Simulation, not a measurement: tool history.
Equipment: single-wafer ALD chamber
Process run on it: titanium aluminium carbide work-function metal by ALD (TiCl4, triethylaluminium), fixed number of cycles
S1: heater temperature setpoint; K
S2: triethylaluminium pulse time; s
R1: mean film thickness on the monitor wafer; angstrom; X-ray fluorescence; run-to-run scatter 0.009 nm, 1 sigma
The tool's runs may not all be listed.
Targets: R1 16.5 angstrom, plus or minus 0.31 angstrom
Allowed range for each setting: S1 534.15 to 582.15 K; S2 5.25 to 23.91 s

run	hour	S1	S2	R1
1	0	558.15	14.58	18.102
2	7.7	548.15	14.58	17.166
3	11.4	556.15	14.58	17.681
4	14.2	563.15	14.58	18.29
5	22.3	559.15	14.17	18.032
6	23.9	555.15	13.96	17.759
7	31.5	552.15	14.03	17.398
8	36.6	550.15	13.83	17.086
9	45.2	549.15	13.7	17.178
10	51.5	537.15	12.8	16.019
11	57.1	538.15	12.91	15.877
12	61.9	538.15	12.91	16.079
13	67.2	539.15	13.01	16.176

Consider the 4 candidate settings below. Which is the only one whose results all fall within their allowed miss of target?
A	72.5	544.15	9	?
B	72.5	542.15	14.38	?
C	72.5	536.15	11.95	?
D	72.5	534.15	13.14	?

move	R1
A	15.967
B	16.618
C	15.885
D	15.81
A: moves away from the targets compared with the last run
B: every result lands within tolerance
C: moves away from the targets compared with the last run
D: moves away from the targets compared with the last run
Answer: B

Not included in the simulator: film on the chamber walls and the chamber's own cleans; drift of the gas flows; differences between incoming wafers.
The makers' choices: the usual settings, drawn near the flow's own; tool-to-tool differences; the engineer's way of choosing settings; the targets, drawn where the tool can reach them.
